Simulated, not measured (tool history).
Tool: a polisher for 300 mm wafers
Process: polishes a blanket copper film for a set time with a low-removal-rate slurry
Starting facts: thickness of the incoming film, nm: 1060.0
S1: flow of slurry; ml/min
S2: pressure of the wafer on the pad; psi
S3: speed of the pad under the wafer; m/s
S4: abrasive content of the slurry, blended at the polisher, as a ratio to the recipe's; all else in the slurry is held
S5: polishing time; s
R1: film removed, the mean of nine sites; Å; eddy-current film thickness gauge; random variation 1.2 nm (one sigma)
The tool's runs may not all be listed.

run  hour   S1   S2    S3   S4  S5      R1
  1     0  120  1.9  0.98    1  91  1617.7
  2   2.2  120  1.9  0.98  0.9  91  1540.7
  3   3.9  140  1.9  0.98  0.9  91  1586.9
  4  11.5  140  1.9  0.98  0.8  91  1594.8
  5  13.3  140  1.7  0.98  0.8  91  1402.6
  6    22  140  1.5  0.98  0.8  91    1243

Run 7 has not been measured yet. What should we expect?
  7  22.8  140  1.4  0.98  0.8  91   ?

R1: 1164.5 Å
